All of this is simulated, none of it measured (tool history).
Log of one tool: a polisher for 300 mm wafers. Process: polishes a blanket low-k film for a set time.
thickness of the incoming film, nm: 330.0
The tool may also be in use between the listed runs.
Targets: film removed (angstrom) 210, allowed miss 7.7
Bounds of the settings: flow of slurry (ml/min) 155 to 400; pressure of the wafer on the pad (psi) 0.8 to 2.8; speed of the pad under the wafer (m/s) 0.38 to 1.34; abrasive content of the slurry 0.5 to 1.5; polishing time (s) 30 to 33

| run | day | flow of slurry (ml/min) | pressure of the wafer on the pad (psi) | speed of the pad under the wafer (m/s) | abrasive content of the slurry | polishing time (s) | film removed (angstrom) |
|---|---|---|---|---|---|---|---|
| 1 | 0 | 255 | 1.8 | 0.86 | 1 | 33 | 119.7 |
| 2 | 0.258 | 255 | 2.1 | 0.86 | 1 | 33 | 142.44 |
| 3 | 0.504 | 255 | 2.1 | 1.02 | 1 | 33 | 163.18 |
| 4 | 0.633 | 255 | 2.1 | 1.02 | 1 | 30 | 146.36 |
| 5 | 0.721 | 255 | 2.1 | 1.02 | 1 | 30 | 148.27 |
| 6 | 0.8 | 255 | 2.3 | 1.02 | 1 | 30 | 165.11 |
| 7 | 1.125 | 255 | 2.4 | 1.02 | 1 | 30 | 169.78 |
| 8 | 1.371 | 255 | 2.5 | 1.04 | 1 | 30 | 176.41 |
| 9 | 1.575 | 255 | 2.6 | 1.06 | 1 | 30 | 188.79 |
| 10 | 1.788 | 255 | 2.7 | 1.06 | 1 | 30 | 196.44 |
|  | 2 | worn pad replaced by a new one |
| 11 | 2 | 255 | 2.8 | 1.08 | 1 | 30 | 233.64 |
| 12 | 2.054 | 255 | 2.7 | 1.08 | 1 | 30 | 225.38 |

Which of these 5 next moves meets every target?
| A | 2.108 | 295 | 2.4 | 1 | 1 | 31 | ? |
| B | 2.108 | 300 | 2.4 | 1.02 | 1.05 | 31 | ? |
| C | 2.108 | 395 | 2.1 | 1 | 1.15 | 32 | ? |
| D | 2.108 | 230 | 2.6 | 1.16 | 1.05 | 30 | ? |
| E | 2.108 | 270 | 2.7 | 0.84 | 1.1 | 30 | ? |

| move | film removed (angstrom) |
|---|---|
| A | 199.91 |
| B | 209.17 |
| C | 200.3 |
| D | 235.55 |
| E | 197.34 |
A: takes the result that was furthest off past its target
B: meets every target
C: takes the result that was furthest off past its target
D: further off than the last run
E: takes the result that was furthest off past its target
Move B is the one to make.

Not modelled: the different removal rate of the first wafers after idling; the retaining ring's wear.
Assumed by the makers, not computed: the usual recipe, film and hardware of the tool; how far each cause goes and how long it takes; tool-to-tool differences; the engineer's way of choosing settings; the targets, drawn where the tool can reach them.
